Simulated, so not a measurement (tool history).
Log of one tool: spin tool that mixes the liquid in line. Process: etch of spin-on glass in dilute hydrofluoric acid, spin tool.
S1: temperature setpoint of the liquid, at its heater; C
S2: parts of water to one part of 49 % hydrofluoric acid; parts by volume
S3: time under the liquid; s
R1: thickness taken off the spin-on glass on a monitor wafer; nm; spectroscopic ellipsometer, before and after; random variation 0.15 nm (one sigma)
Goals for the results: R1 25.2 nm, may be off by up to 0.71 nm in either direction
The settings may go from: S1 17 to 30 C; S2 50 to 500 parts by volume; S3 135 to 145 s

| run | hour | S1 | S2 | S3 | R1 |
|---|---|---|---|---|---|
| 1 | 0 | 22 | 275 | 135 | 12.274 |
| 2 | 6.4 | 24 | 275 | 135 | 13.21 |
| 3 | 11.5 | 25.5 | 250 | 135 | 15.774 |
| 4 | 20 | 26.5 | 235 | 135 | 17.814 |
| 5 | 22.8 | 26.5 | 235 | 135 | 17.717 |
| 6 | 30.8 | 26.5 | 235 | 135 | 17.6 |
| 7 | 36.9 | 27.5 | 225 | 135 | 19.214 |
| 8 | 40.7 | 28 | 215 | 135 | 20.798 |
| 9 | 44.9 | 28.5 | 210 | 135 | 21.909 |
| 10 | 47.5 | 30 | 190 | 135 | 26.1 |

Exactly one of the 4 candidate moves below puts every result within its allowed miss. Which one?
| A | 50.1 | 30 | 190 | 140 | ? |
| B | 50.1 | 29.5 | 175 | 135 | ? |
| C | 50.1 | 29 | 190 | 135 | ? |
| D | 50.1 | 30 | 195 | 145 | ? |

| move | R1 |
|---|---|
| A | 27.06 |
| B | 28.363 |
| C | 25.196 |
| D | 27.14 |
A: misses by more than the last run did
B: misses by more than the last run did
C: each result inside its tolerance
D: misses by more than the last run did
Correct choice: C, which meets every target
